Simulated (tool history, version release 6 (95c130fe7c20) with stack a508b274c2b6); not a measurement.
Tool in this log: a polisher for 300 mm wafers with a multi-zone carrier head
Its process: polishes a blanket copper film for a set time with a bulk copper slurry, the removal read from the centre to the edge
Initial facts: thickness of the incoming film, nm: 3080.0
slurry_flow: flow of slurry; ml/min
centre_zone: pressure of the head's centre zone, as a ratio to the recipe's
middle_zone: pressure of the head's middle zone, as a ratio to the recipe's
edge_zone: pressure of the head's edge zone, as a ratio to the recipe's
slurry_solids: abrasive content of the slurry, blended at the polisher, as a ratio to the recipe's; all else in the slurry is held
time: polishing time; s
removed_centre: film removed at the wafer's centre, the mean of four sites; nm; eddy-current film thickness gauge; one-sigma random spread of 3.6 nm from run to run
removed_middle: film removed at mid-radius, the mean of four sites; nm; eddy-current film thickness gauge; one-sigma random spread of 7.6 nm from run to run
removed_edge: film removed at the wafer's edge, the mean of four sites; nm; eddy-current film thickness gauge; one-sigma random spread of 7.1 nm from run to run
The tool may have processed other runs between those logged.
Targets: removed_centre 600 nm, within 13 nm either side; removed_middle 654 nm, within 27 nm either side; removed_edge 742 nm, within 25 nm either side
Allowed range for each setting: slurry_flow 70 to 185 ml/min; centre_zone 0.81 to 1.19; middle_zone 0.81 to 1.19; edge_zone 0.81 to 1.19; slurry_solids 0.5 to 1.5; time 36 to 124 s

{"run": 1, "day": 0.0, "slurry_flow": 120, "centre_zone": 1, "middle_zone": 1, "edge_zone": 1, "slurry_solids": 1, "time": 79, "removed_centre": 618.01, "removed_middle": 643.41, "removed_edge": 635.08}
{"run": 2, "day": 0.354, "slurry_flow": 120, "centre_zone": 1.06, "middle_zone": 1, "edge_zone": 1, "slurry_solids": 1, "time": 79, "removed_centre": 659.92, "removed_middle": 634.86, "removed_edge": 633.59}
{"run": 3, "day": 0.588, "slurry_flow": 115, "centre_zone": 1.03, "middle_zone": 0.99, "edge_zone": 1.05, "slurry_solids": 1.1, "time": 79, "removed_centre": 645.73, "removed_middle": 649.3, "removed_edge": 637.63}
{"run": 4, "day": 0.9, "slurry_flow": 115, "centre_zone": 1.03, "middle_zone": 0.99, "edge_zone": 1.05, "slurry_solids": 0.95, "time": 79, "removed_centre": 629.74, "removed_middle": 618.7, "removed_edge": 629.14}
{"run": 5, "day": 1.217, "slurry_flow": 115, "centre_zone": 1.03, "middle_zone": 1.04, "edge_zone": 1.05, "slurry_solids": 0.95, "time": 79, "removed_centre": 634.46, "removed_middle": 643.83, "removed_edge": 635.62}
{"run": 6, "day": 1.429, "slurry_flow": 115, "centre_zone": 1.03, "middle_zone": 1.04, "edge_zone": 1.05, "slurry_solids": 0.95, "time": 63, "removed_centre": 501.27, "removed_middle": 518.29, "removed_edge": 498.72}
{"run": 7, "day": 1.475, "slurry_flow": 120, "centre_zone": 0.98, "middle_zone": 0.98, "edge_zone": 1.09, "slurry_solids": 1, "time": 69, "removed_centre": 528.1, "removed_middle": 560.76, "removed_edge": 565.73}
{"run": 8, "day": 1.658, "slurry_flow": 150, "centre_zone": 0.88, "middle_zone": 0.88, "edge_zone": 1.19, "slurry_solids": 1.25, "time": 73, "removed_centre": 549.98, "removed_middle": 589.38, "removed_edge": 652.83}

5 next moves are on the table. One of them brings every result within its allowed miss. Which?
{"run": "A", "day": 1.842, "slurry_flow": 170, "centre_zone": 0.92, "middle_zone": 0.94, "edge_zone": 1.13, "slurry_solids": 1.2, "time": 66, "removed_centre": "?", "removed_middle": "?", "removed_edge": "?"}
{"run": "B", "day": 1.842, "slurry_flow": 100, "centre_zone": 0.88, "middle_zone": 0.9, "edge_zone": 1.14, "slurry_solids": 1.1, "time": 90, "removed_centre": "?", "removed_middle": "?", "removed_edge": "?"}
{"run": "C", "day": 1.842, "slurry_flow": 175, "centre_zone": 0.96, "middle_zone": 1.05, "edge_zone": 1.05, "slurry_solids": 1.25, "time": 68, "removed_centre": "?", "removed_middle": "?", "removed_edge": "?"}
{"run": "D", "day": 1.842, "slurry_flow": 170, "centre_zone": 0.99, "middle_zone": 0.91, "edge_zone": 1.08, "slurry_solids": 1.3, "time": 60, "removed_centre": "?", "removed_middle": "?", "removed_edge": "?"}
{"run": "E", "day": 1.842, "slurry_flow": 160, "centre_zone": 1.05, "middle_zone": 0.86, "edge_zone": 1.12, "slurry_solids": 1.25, "time": 63, "removed_centre": "?", "removed_middle": "?", "removed_edge": "?"}

move=A removed_centre=528.81 removed_middle=555.15 removed_edge=594.31
move=B removed_centre=598.58 removed_middle=648.74 removed_edge=742.38
move=C removed_centre=575.43 removed_middle=623.32 removed_edge=599.98
move=D removed_centre=523.45 removed_middle=499.37 removed_edge=537.08
move=E removed_centre=573.03 removed_middle=497.02 removed_edge=564.8
A: moves away from the targets compared with the last run
B: all results in spec
C: moves away from the targets compared with the last run
D: moves away from the targets compared with the last run
E: moves away from the targets compared with the last run
B meets every target.

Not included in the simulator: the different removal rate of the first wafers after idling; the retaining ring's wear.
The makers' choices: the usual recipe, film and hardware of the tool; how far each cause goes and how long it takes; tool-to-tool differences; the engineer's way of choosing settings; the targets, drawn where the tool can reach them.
